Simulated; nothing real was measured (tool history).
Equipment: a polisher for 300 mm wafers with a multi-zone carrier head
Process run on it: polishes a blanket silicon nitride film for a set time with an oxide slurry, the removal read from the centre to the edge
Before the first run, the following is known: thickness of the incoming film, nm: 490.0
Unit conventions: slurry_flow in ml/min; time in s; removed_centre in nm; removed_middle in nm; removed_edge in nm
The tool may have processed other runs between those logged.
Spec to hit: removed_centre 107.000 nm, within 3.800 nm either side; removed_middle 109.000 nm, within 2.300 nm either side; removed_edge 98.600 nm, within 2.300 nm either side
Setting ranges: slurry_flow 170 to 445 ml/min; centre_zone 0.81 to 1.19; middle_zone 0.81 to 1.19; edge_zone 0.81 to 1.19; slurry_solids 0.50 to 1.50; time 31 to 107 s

run 1 hour=0.0 | slurry_flow=285 centre_zone=1.00 middle_zone=1.00 edge_zone=1.00 slurry_solids=1.00 time=69 | removed_centre=56.967 removed_middle=58.062 removed_edge=56.855
run 2 hour=1.6 | slurry_flow=345 centre_zone=1.00 middle_zone=1.00 edge_zone=1.00 slurry_solids=1.00 time=69 | removed_centre=57.999 removed_middle=58.864 removed_edge=57.104
run 3 hour=6.0 | slurry_flow=345 centre_zone=1.00 middle_zone=1.00 edge_zone=0.92 slurry_solids=1.00 time=69 | removed_centre=58.479 removed_middle=59.159 removed_edge=55.438
run 4 hour=12.3 | slurry_flow=345 centre_zone=1.00 middle_zone=1.00 edge_zone=0.95 slurry_solids=1.00 time=69 | removed_centre=58.536 removed_middle=59.321 removed_edge=56.076
run 5 hour=20.5 | slurry_flow=345 centre_zone=1.03 middle_zone=1.00 edge_zone=0.95 slurry_solids=1.00 time=69 | removed_centre=59.924 removed_middle=59.130 removed_edge=56.416
run 6 hour=25.6 | slurry_flow=345 centre_zone=1.10 middle_zone=1.00 edge_zone=0.95 slurry_solids=1.00 time=69 | removed_centre=63.814 removed_middle=58.738 removed_edge=56.238
run 7 hour=33.1 | slurry_flow=350 centre_zone=1.11 middle_zone=1.04 edge_zone=1.00 slurry_solids=1.15 time=74 | removed_centre=74.886 removed_middle=70.431 removed_edge=65.558
run 8 hour=41.5 | slurry_flow=345 centre_zone=1.10 middle_zone=1.06 edge_zone=1.04 slurry_solids=1.25 time=78 | removed_centre=81.748 removed_middle=78.174 removed_edge=72.253
-- hour=49.4 worn pad replaced by a new one
run 9 hour=49.4 | slurry_flow=345 centre_zone=1.09 middle_zone=1.07 edge_zone=1.07 slurry_solids=1.30 time=82 | removed_centre=96.420 removed_middle=93.573 removed_edge=88.348
run 10 hour=52.3 | slurry_flow=395 centre_zone=1.11 middle_zone=1.17 edge_zone=1.13 slurry_solids=1.30 time=82 | removed_centre=99.036 removed_middle=103.400 removed_edge=90.169
run 11 hour=58.7 | slurry_flow=395 centre_zone=1.11 middle_zone=1.17 edge_zone=1.15 slurry_solids=1.30 time=82 | removed_centre=99.185 removed_middle=101.540 removed_edge=91.666
run 12 hour=63.8 | slurry_flow=400 centre_zone=1.11 middle_zone=1.18 edge_zone=1.16 slurry_solids=1.30 time=82 | removed_centre=98.772 removed_middle=103.260 removed_edge=90.367
run 13 hour=72.0 | slurry_flow=400 centre_zone=1.11 middle_zone=1.18 edge_zone=1.17 slurry_solids=1.35 time=82 | removed_centre=100.500 removed_middle=106.130 removed_edge=94.323
run 14 hour=76.4 | slurry_flow=400 centre_zone=1.12 middle_zone=1.18 edge_zone=1.18 slurry_solids=1.35 time=82 | removed_centre=102.510 removed_middle=105.160 removed_edge=94.549
run 15 hour=82.5 | slurry_flow=405 centre_zone=1.12 middle_zone=1.18 edge_zone=1.18 slurry_solids=1.35 time=82 | removed_centre=101.590 removed_middle=105.450 removed_edge=93.378

Below are 4 possible settings for the next run. Only one of them brings all results inside the allowed miss of their targets. Which is it?
run A hour=88.6 | slurry_flow=385 centre_zone=1.00 middle_zone=1.05 edge_zone=1.19 slurry_solids=1.25 time=89 | removed_centre=? removed_middle=? removed_edge=?
run B hour=88.6 | slurry_flow=405 centre_zone=1.11 middle_zone=1.15 edge_zone=1.16 slurry_solids=1.40 time=86 | removed_centre=? removed_middle=? removed_edge=?
run C hour=88.6 | slurry_flow=415 centre_zone=1.15 middle_zone=1.19 edge_zone=1.13 slurry_solids=1.40 time=82 | removed_centre=? removed_middle=? removed_edge=?
run D hour=88.6 | slurry_flow=375 centre_zone=1.04 middle_zone=1.05 edge_zone=1.19 slurry_solids=1.35 time=90 | removed_centre=? removed_middle=? removed_edge=?

move=A removed_centre=94.282 removed_middle=99.073 removed_edge=99.125
move=B removed_centre=106.710 removed_middle=108.980 removed_edge=99.685
move=C removed_centre=105.670 removed_middle=107.200 removed_edge=94.164
move=D removed_centre=102.290 removed_middle=103.340 removed_edge=103.470
A: corrects the largest miss of the last run, while another result sits out of spec
B: all results in spec
C: nearer the targets than the last run, but a result is still out of spec
D: takes the biggest miss from the last run beyond its target
So the answer is move B, the one that meets all the targets.
